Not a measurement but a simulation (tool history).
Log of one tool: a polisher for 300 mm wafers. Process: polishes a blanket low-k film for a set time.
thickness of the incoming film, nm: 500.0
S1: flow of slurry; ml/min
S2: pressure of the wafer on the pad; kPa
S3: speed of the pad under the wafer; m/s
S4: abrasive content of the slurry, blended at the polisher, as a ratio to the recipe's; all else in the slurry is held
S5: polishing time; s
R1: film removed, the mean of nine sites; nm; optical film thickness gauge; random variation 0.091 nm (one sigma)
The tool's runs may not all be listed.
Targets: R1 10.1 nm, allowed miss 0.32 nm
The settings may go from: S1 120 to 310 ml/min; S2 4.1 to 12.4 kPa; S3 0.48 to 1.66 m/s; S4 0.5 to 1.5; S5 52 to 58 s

run 1 hour=0 | S1=200 S2=8.3 S3=1.06 S4=1 S5=58 | R1=13.625
run 2 hour=4.8 | S1=240 S2=8.3 S3=1.06 S4=1 S5=58 | R1=14.163
run 3 hour=8.2 | S1=230 S2=7.6 S3=1.06 S4=1 S5=58 | R1=13.335
run 4 hour=14.4 | S1=200 S2=7.6 S3=1.06 S4=1 S5=58 | R1=13.12
run 5 hour=17.3 | S1=200 S2=6.9 S3=1.06 S4=1 S5=58 | R1=12.233
run 6 hour=23 | S1=195 S2=6.2 S3=1.06 S4=1 S5=58 | R1=11.288
run 7 hour=25.6 | S1=190 S2=6.2 S3=1.06 S4=1 S5=58 | R1=11.418
run 8 hour=30.8 | S1=190 S2=5.5 S3=1.06 S4=1 S5=58 | R1=10.61
run 9 hour=38.3 | S1=185 S2=5.5 S3=1.06 S4=1 S5=58 | R1=10.596
run 10 hour=44.3 | S1=180 S2=5.5 S3=1.06 S4=1 S5=58 | R1=10.497
run 11 hour=51.5 | S1=175 S2=5.5 S3=1.06 S4=1 S5=58 | R1=10.564
run 12 hour=60.5 | S1=175 S2=4.8 S3=1.06 S4=1 S5=58 | R1=9.7765

5 next moves are on the table. One of them brings every result within its allowed miss. Which?
run A hour=69.5 | S1=195 S2=4.1 S3=1.04 S4=1.35 S5=53 | R1=?
run B hour=69.5 | S1=220 S2=4.8 S3=1.08 S4=1.1 S5=55 | R1=?
run C hour=69.5 | S1=180 S2=5.5 S3=1.02 S4=1.05 S5=53 | R1=?
run D hour=69.5 | S1=140 S2=4.1 S3=1.54 S4=0.7 S5=54 | R1=?
run E hour=69.5 | S1=185 S2=4.1 S3=1.14 S4=0.95 S5=58 | R1=?

move=A R1=9.3461
move=B R1=10.192
move=C R1=9.6284
move=D R1=9.3429
move=E R1=9.5184
A: further off than the last run
B: meets every target
C: further off than the last run
D: further off than the last run
E: further off than the last run
Move B is the one to make.

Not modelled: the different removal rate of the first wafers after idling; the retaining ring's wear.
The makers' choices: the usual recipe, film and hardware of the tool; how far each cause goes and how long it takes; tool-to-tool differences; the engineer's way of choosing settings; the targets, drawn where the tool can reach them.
